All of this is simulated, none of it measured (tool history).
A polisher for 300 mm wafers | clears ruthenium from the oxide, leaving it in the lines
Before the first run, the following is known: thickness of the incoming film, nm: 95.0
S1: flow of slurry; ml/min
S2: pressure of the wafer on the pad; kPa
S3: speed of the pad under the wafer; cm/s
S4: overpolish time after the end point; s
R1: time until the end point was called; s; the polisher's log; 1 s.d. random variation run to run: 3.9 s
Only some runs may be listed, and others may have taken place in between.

{"run": 1, "hour": 0.0, "S1": 300, "S2": 11, "S3": 88, "S4": 4, "R1": 111.06}
{"run": 2, "hour": 5.3, "S1": 300, "S2": 9.7, "S3": 84, "S4": 4, "R1": 133.88}
{"run": 3, "hour": 8.2, "S1": 330, "S2": 9.7, "S3": 84, "S4": 4, "R1": 132.38}
{"run": 4, "hour": 9.6, "S1": 330, "S2": 8.3, "S3": 82, "S4": 4, "R1": 161.65}
{"run": 5, "hour": 11.9, "S1": 385, "S2": 8.3, "S3": 82, "S4": 4, "R1": 153.52}
{"run": 6, "hour": 15.1, "S1": 385, "S2": 7.6, "S3": 82, "S4": 4, "R1": 168.58}
{"run": 7, "hour": 17.2, "S1": 385, "S2": 6.9, "S3": 82, "S4": 4, "R1": 176.08}
{"run": 8, "hour": 24.9, "S1": 385, "S2": 6.2, "S3": 80, "S4": 4, "R1": 208.35}
{"run": 9, "hour": 31.4, "S1": 380, "S2": 6.2, "S3": 80, "S4": 4, "R1": 211.28}

Expected results for the next run?
{"run": 10, "hour": 39.0, "S1": 375, "S2": 6.2, "S3": 80, "S4": 4, "R1": "?"}

R1: 205.84 s
